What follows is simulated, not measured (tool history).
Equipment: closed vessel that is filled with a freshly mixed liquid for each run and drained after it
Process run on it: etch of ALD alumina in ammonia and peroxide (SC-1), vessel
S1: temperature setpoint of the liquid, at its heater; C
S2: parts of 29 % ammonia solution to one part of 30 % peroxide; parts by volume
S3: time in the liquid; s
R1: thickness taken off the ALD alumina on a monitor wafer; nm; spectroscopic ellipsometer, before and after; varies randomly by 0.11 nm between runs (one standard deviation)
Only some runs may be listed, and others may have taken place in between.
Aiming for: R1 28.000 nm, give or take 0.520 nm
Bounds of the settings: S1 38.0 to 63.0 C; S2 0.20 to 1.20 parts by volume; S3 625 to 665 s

| run | hour | S1 | S2 | S3 | R1 |
|---|---|---|---|---|---|
| 1 | 0.0 | 47.0 | 0.80 | 625 | 21.764 |
| 2 | 3.9 | 47.5 | 0.80 | 625 | 22.429 |
| 3 | 6.8 | 48.0 | 0.80 | 625 | 23.067 |
| 4 | 10.5 | 48.0 | 0.80 | 625 | 23.128 |
| 5 | 16.5 | 48.5 | 0.80 | 625 | 23.667 |
| 6 | 21.3 | 43.5 | 0.80 | 625 | 17.830 |
|  | 23.4 | thermometer replaced |
| 7 | 23.4 | 44.5 | 0.80 | 625 | 20.800 |
| 8 | 31.7 | 45.5 | 0.80 | 625 | 21.964 |
| 9 | 33.6 | 46.5 | 0.80 | 625 | 23.287 |
| 10 | 42.2 | 46.5 | 0.80 | 625 | 23.233 |
| 11 | 50.5 | 47.0 | 0.80 | 625 | 23.790 |
| 12 | 55.7 | 47.5 | 0.80 | 625 | 24.532 |
| 13 | 62.2 | 50.5 | 0.80 | 625 | 29.099 |

Which single option among these 4 for the next run brings every result within its allowed miss of target? Just one does.
| A | 68.7 | 50.5 | 0.90 | 625 | ? |
| B | 68.7 | 50.0 | 0.75 | 665 | ? |
| C | 68.7 | 50.5 | 0.95 | 625 | ? |
| D | 68.7 | 49.0 | 0.90 | 645 | ? |

| move | R1 |
|---|---|
| A | 29.278 |
| B | 29.786 |
| C | 29.429 |
| D | 27.818 |
A: further off than the last run
B: further off than the last run
C: further off than the last run
D: all results in spec
D is the move that brings every result within its allowed miss.

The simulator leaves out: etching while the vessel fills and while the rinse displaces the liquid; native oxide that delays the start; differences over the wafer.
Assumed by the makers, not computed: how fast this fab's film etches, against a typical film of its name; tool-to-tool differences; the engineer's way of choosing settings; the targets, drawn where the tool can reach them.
